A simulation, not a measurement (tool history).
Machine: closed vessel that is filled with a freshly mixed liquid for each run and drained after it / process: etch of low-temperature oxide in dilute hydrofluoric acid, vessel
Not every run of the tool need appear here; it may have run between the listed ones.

run,hour,temperature setpoint of the liquid (C),parts of water to one part of 49 % hydrofluoric acid (parts by volume),time in the liquid (s),thickness taken off the low-temperature oxide on a monitor wafer (Å)
1,0.0,20.0,110,35,47.338
2,3.4,20.0,110,35,46.787
3,7.1,19.5,110,35,45.620
4,9.9,20.5,110,35,47.817
5,11.5,20.5,110,35,47.638
6,12.7,23.0,110,35,53.414
7,17.0,22.0,110,35,51.356

Expected results for the next run?
8,20.5,21.0,110,35,?

thickness taken off the low-temperature oxide on a monitor wafer (Å): 49.254

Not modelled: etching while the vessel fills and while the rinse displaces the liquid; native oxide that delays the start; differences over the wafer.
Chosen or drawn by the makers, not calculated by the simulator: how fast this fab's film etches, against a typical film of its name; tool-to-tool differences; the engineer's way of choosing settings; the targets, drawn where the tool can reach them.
